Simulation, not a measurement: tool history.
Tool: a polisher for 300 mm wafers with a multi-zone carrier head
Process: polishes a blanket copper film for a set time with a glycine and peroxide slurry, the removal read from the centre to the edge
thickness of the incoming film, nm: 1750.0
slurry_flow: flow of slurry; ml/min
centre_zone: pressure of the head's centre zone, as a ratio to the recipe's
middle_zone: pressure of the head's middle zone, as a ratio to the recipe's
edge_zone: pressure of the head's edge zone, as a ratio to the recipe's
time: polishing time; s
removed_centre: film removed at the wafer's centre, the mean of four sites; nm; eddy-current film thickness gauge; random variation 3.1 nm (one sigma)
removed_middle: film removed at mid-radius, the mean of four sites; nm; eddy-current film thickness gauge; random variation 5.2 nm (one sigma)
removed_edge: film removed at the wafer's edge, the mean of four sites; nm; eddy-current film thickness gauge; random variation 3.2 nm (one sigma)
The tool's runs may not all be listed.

| run | hour | slurry_flow | centre_zone | middle_zone | edge_zone | time | removed_centre | removed_middle | removed_edge |
|---|---|---|---|---|---|---|---|---|---|
| 1 | 0 | 220 | 1 | 1 | 1 | 82 | 326.74 | 329.17 | 321.19 |
| 2 | 8.3 | 220 | 0.95 | 1 | 1 | 82 | 311 | 337.49 | 319.19 |
| 3 | 11.2 | 220 | 0.95 | 1 | 0.94 | 82 | 309.3 | 330.72 | 308.78 |
| 4 | 18.8 | 220 | 0.95 | 0.92 | 0.94 | 82 | 311.06 | 313.28 | 312.92 |
| 5 | 21.6 | 240 | 1.01 | 0.96 | 0.97 | 86 | 351.42 | 351.1 | 335.09 |
| 6 | 22.4 | 255 | 1.06 | 0.94 | 0.99 | 89 | 389.36 | 360.59 | 354.49 |
|  | 26.8 | worn pad replaced by a new one |
| 7 | 26.8 | 255 | 1.06 | 0.94 | 0.99 | 89 | 428.05 | 411.38 | 388.01 |
| 8 | 31.3 | 255 | 1.06 | 0.94 | 0.99 | 89 | 431.09 | 404.69 | 394.63 |
| 9 | 33 | 270 | 1.07 | 0.91 | 0.96 | 88 | 428.82 | 386.92 | 379.75 |
| 10 | 40.8 | 285 | 1.08 | 0.9 | 0.95 | 88 | 445.09 | 407.78 | 388.74 |
| 11 | 43.4 | 330 | 1.17 | 0.82 | 0.99 | 86 | 476.49 | 371.9 | 388.25 |

The next listed run, before its measurement:
| 12 | 45.4 | 330 | 1.17 | 0.84 | 0.99 | 87 | ? | ? | ? |

{"run 12": {"removed_centre": 483.74, "removed_middle": 388.24, "removed_edge": 391.61}}
